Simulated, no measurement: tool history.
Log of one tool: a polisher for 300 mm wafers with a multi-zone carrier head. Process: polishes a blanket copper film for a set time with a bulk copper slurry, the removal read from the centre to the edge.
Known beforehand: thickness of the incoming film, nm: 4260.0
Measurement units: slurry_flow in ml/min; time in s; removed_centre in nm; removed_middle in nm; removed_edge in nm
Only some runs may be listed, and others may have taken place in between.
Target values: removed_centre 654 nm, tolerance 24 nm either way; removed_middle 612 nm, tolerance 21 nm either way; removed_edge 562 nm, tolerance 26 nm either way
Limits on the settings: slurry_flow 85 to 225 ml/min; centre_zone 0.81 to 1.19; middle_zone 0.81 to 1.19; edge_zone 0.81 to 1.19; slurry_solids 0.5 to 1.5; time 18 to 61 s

| run | hour | slurry_flow | centre_zone | middle_zone | edge_zone | slurry_solids | time | removed_centre | removed_middle | removed_edge |
|---|---|---|---|---|---|---|---|---|---|---|
| 1 | 0 | 145 | 1 | 1 | 1 | 1 | 39 | 409.45 | 409.69 | 402.88 |
| 2 | 5 | 155 | 1.03 | 1.02 | 1.02 | 1.1 | 40 | 443.45 | 434.91 | 427.19 |
| 3 | 8.2 | 155 | 1.03 | 0.97 | 1.02 | 1.1 | 40 | 444.52 | 410.36 | 425.12 |
| 4 | 11 | 160 | 1.06 | 1.01 | 1.03 | 1.2 | 41 | 473.91 | 446.24 | 442.91 |
| 5 | 19.5 | 165 | 1.08 | 1.03 | 1.04 | 1.25 | 42 | 505.25 | 473.29 | 472.41 |
| 6 | 23.3 | 175 | 1.1 | 1.05 | 1.04 | 1.3 | 43 | 533.74 | 505.25 | 482.97 |
| 7 | 28.9 | 180 | 1.12 | 1.06 | 1.05 | 1.35 | 44 | 555.55 | 516.4 | 508.81 |
| 8 | 34.1 | 185 | 1.13 | 1.07 | 1.04 | 1.4 | 45 | 600.9 | 542.46 | 522.05 |
| 9 | 41.9 | 190 | 1.13 | 1.08 | 1.04 | 1.4 | 45 | 589.89 | 555.03 | 527.76 |
| 10 | 49.9 | 195 | 1.14 | 1.09 | 1.04 | 1.4 | 45 | 596.86 | 551.84 | 530.58 |
| 11 | 54.6 | 195 | 1.15 | 1.1 | 1.04 | 1.4 | 45 | 594.39 | 558.45 | 515.56 |
| 12 | 62.8 | 200 | 1.16 | 1.11 | 1.05 | 1.45 | 46 | 616.09 | 579.09 | 542.29 |

5 candidate next runs follow, results not yet known. Just one meets every target within its allowed miss. Identify it.
| A | 71 | 150 | 1.13 | 1.1 | 1.13 | 1.45 | 45 | ? | ? | ? |
| B | 71 | 160 | 1.14 | 1.02 | 1.08 | 1.5 | 47 | ? | ? | ? |
| C | 71 | 200 | 1.1 | 1.03 | 1.15 | 1.5 | 45 | ? | ? | ? |
| D | 71 | 200 | 1.14 | 1.1 | 1.02 | 1.4 | 49 | ? | ? | ? |
| E | 71 | 205 | 1.01 | 1.01 | 1.12 | 1.45 | 50 | ? | ? | ? |

| move | removed_centre | removed_middle | removed_edge |
|---|---|---|---|
| A | 573.3 | 544.7 | 537.03 |
| B | 613.81 | 541.74 | 555.9 |
| C | 585.18 | 537.92 | 560.79 |
| D | 651.92 | 611.12 | 566.64 |
| E | 594.51 | 585.93 | 612.07 |
A: moves away from the targets compared with the last run
B: moves away from the targets compared with the last run
C: moves away from the targets compared with the last run
D: all results land within tolerance of their targets
E: moves away from the targets compared with the last run
The move that meets every target is D.

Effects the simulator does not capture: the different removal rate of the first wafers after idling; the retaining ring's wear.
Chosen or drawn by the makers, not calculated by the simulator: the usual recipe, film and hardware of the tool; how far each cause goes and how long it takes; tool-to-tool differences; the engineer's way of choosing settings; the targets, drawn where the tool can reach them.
